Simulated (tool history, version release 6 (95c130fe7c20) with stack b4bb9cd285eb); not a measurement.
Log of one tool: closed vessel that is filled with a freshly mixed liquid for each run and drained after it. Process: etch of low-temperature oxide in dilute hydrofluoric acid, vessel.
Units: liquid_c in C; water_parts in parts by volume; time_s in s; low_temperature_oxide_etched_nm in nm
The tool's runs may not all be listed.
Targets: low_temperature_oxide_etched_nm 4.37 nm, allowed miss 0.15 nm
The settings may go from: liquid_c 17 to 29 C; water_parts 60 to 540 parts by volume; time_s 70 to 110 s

run  hour  liquid_c  water_parts  time_s  low_temperature_oxide_etched_nm
  1     0        21          300     110                           11.277
  2   2.5      20.5          320     110                           10.128
  3  10.5        20          335     110                           9.2688
  4  15.1        20          425     110                           6.9287
  5  22.6      18.5          425     110                           6.4889
  6  27.1      18.5          345     110                           8.5879
  7  34.6      18.5          365     110                           7.8858
  8  35.8      18.5          380     110                           7.5828
  9  45.2        17          500     105                           4.7655
 10  51.7        17          505     105                           4.7715
 11  54.6        17          510     105                           4.6865

5 next moves are on the table. One of them brings every result within its allowed miss. Which?
  A  57.5        17          520     110                                ?
  B  57.5        21          540      95                                ?
  C  57.5        17          525     110                                ?
  D  57.5        17          515     110                                ?
  E  57.5      18.5          540     110                                ?

move  low_temperature_oxide_etched_nm
   A                           4.7322
   B                           4.4373
   C                           4.6711
   D                           4.7948
   E                           4.7303
A: further off than the last run
B: meets every target
C: as far off as the last run
D: further off than the last run
E: further off than the last run
Move B is the one to make.
